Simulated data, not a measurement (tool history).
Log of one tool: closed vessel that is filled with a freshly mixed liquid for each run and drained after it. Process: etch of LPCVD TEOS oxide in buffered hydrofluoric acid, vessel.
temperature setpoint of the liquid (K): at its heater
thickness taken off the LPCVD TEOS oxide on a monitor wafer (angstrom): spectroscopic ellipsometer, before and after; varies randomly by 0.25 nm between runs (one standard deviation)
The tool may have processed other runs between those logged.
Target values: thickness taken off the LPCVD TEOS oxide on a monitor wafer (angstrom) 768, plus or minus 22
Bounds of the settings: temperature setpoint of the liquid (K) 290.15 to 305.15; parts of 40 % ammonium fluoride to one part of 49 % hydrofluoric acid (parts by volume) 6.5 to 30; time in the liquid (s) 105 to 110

run	hour	temperature setpoint of the liquid (K)	parts of 40 % ammonium fluoride to one part of 49 % hydrofluoric acid (parts by volume)	time in the liquid (s)	thickness taken off the LPCVD TEOS oxide on a monitor wafer (angstrom)
1	0	297.15	18.5	105	1492
2	7.8	295.65	20	105	1269.1
3	14.8	294.15	21	105	1116.8
4	17.4	293.15	22	105	1015.7
5	19.1	293.15	18.5	105	1197.6
6	23.3	292.65	20	105	1078.3
# hour 24.4: hydrofluoric acid flow meter replaced
7	24.4	292.15	21	105	924.96
8	32	291.65	21	105	895.94
9	34.6	291.15	21	105	873.15
10	35.8	290.65	21.5	105	828.83
11	43	290.15	22	105	800.76

Which of these 5 next moves meets every target?
A	50.2	290.15	23.5	105	?
B	50.2	290.15	22.5	110	?
C	50.2	290.15	21	105	?
D	50.2	290.15	23	110	?
E	50.2	291.15	23.5	110	?

move	thickness taken off the LPCVD TEOS oxide on a monitor wafer (angstrom)
A	761.59
B	822.23
C	823.2
D	809.82
E	844.78
A: each result inside its tolerance
B: further off than the last run
C: further off than the last run
D: further off than the last run
E: further off than the last run
The right move is A.
